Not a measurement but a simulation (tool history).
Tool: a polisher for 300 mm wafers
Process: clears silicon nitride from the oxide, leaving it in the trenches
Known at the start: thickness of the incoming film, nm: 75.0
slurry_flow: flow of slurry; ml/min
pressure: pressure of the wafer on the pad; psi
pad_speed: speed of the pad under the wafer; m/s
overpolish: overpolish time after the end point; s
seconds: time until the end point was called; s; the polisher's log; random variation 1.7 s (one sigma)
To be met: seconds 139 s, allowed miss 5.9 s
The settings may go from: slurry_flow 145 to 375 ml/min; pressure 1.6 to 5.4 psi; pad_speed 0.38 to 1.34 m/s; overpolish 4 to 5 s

run,day,slurry_flow,pressure,pad_speed,overpolish,seconds
1,0,240,3.5,0.86,5,85.448
2,0.296,240,3.5,0.86,4,86.657
3,0.496,240,4,0.86,4,77.833
4,0.746,270,4,0.86,4,76.466
5,0.975,270,4.3,0.86,4,71.549
6,1.179,310,4.3,0.86,4,70.357
7,1.304,310,4.3,0.86,4,69.78
8,1.517,310,3.7,0.84,4,82.754
9,1.654,310,3.7,0.84,4,83.383
10,1.975,310,3.3,0.84,4,93.144
11,2.25,310,2.3,0.82,4,129.05

Which of these 5 next moves meets every target?
A,2.525,300,2.6,0.68,5,?
B,2.525,325,2.2,0.92,4,?
C,2.525,280,3.1,0.78,4,?
D,2.525,335,1.7,0.9,5,?
E,2.525,345,3.4,0.62,5,?

move,seconds
A,141.86
B,121.82
C,106.8
D,154.53
E,120.69
A: meets every target
B: further off than the last run
C: further off than the last run
D: takes the result that was furthest off past its target
E: further off than the last run
Move A is the one to make.
